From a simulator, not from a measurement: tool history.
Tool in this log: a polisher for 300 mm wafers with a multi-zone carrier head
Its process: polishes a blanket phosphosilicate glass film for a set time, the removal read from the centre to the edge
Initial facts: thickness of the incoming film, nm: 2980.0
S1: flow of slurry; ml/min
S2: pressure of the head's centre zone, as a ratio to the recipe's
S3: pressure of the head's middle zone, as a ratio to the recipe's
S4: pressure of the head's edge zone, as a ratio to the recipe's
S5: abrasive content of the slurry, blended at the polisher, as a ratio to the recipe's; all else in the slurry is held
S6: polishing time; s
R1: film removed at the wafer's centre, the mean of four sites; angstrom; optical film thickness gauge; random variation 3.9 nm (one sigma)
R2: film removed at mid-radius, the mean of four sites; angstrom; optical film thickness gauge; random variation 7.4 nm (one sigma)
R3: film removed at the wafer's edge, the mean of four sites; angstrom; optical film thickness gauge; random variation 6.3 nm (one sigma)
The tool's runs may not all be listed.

run 1 hour=0.0 | S1=155 S2=1.00 S3=1.00 S4=1.00 S5=1.00 S6=42 | R1=4039.8 R2=3874.2 R3=3909.5
run 2 hour=6.2 | S1=155 S2=0.94 S3=1.00 S4=1.00 S5=1.00 S6=42 | R1=3752.9 R2=3959.8 R3=3900.9
run 3 hour=14.3 | S1=155 S2=0.94 S3=1.00 S4=1.00 S5=1.00 S6=38 | R1=3418.5 R2=3550.3 R3=3547.9
run 4 hour=22.2 | S1=170 S2=0.98 S3=1.04 S4=1.00 S5=1.05 S6=38 | R1=3730.3 R2=3818.3 R3=3685.1
run 5 hour=27.6 | S1=180 S2=1.02 S3=1.07 S4=1.00 S5=1.10 S6=38 | R1=4021.8 R2=4057.0 R3=3816.4
run 6 hour=31.4 | S1=180 S2=1.02 S3=1.07 S4=0.95 S5=1.10 S6=38 | R1=4060.7 R2=4121.0 R3=3705.2
run 7 hour=39.9 | S1=190 S2=1.05 S3=1.09 S4=0.96 S5=1.15 S6=38 | R1=4198.2 R2=4204.0 R3=3926.7
run 8 hour=43.8 | S1=195 S2=1.08 S3=1.11 S4=0.93 S5=1.20 S6=38 | R1=4492.0 R2=4328.9 R3=3857.8
run 9 hour=52.0 | S1=200 S2=1.10 S3=1.13 S4=0.93 S5=1.25 S6=38 | R1=4619.9 R2=4604.3 R3=3918.9
run 10 hour=53.5 | S1=205 S2=1.12 S3=1.13 S4=0.94 S5=1.30 S6=38 | R1=4953.0 R2=4661.9 R3=4093.2
run 11 hour=58.0 | S1=210 S2=1.13 S3=1.14 S4=0.94 S5=1.30 S6=38 | R1=5002.6 R2=4755.6 R3=4034.5

Forecast run 12:
run 12 hour=65.7 | S1=210 S2=1.13 S3=1.14 S4=0.94 S5=1.30 S6=38 | R1=? R2=? R3=?

Run 12 measured R1 4925.4 angstrom, R2 4793.9 angstrom, R3 4032.8 angstrom.
